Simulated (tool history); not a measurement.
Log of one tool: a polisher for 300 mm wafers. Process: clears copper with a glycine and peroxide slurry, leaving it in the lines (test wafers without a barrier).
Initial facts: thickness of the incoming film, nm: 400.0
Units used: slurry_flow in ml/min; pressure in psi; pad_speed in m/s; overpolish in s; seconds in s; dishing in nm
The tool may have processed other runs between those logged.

run,hour,slurry_flow,pressure,pad_speed,overpolish,seconds,dishing
1,0,125,1.7,0.92,19,143.42,19.974
2,2.8,115,1.5,0.94,16,153.9,17.916
3,9.8,90,1.5,0.94,16,167.95,17.028
4,13.3,115,1.5,0.94,16,155.41,18.495
5,15.4,105,1.5,0.86,14,165.71,17.399
6,18.1,100,1.4,0.9,12,170.39,14.932
7,21.1,95,1.3,0.92,11,186.84,12.995
8,23.9,95,1.3,0.92,11,183.32,13.418
9,25,75,0.8,1.08,6,248.77,6.827
10,28.3,85,0.8,1.08,6,236.11,6.6734
11,35.4,90,0.8,1.06,6,235.69,7.0119
12,36.5,95,0.8,1.04,6,227.46,7.1491
13,40.1,100,0.8,1.02,6,228.8,7.3265
14,47.5,105,0.8,1,6,231.53,7.1372
15,53.9,110,0.8,0.98,6,223.36,7.275
16,61.7,115,0.8,0.96,6,224.14,7.3207
17,69.1,135,0.9,0.96,15,202.56,15.984
18,75.4,130,0.9,1.02,14,201.76,15.943
19,81.7,125,0.9,1.02,13,202.46,14.172
20,90.4,120,0.9,1.04,12,200.27,13.916
21,91.2,115,0.9,1.02,11,205.67,12.755
22,100.1,115,0.9,1,10,207.27,11.472
23,104.5,110,0.9,1,9,206.92,10.395

Run 24 has not been measured yet. What should we expect?
24,109.2,80,1,1,6,?,?

seconds: 223.23 s
dishing: 7.098 nm
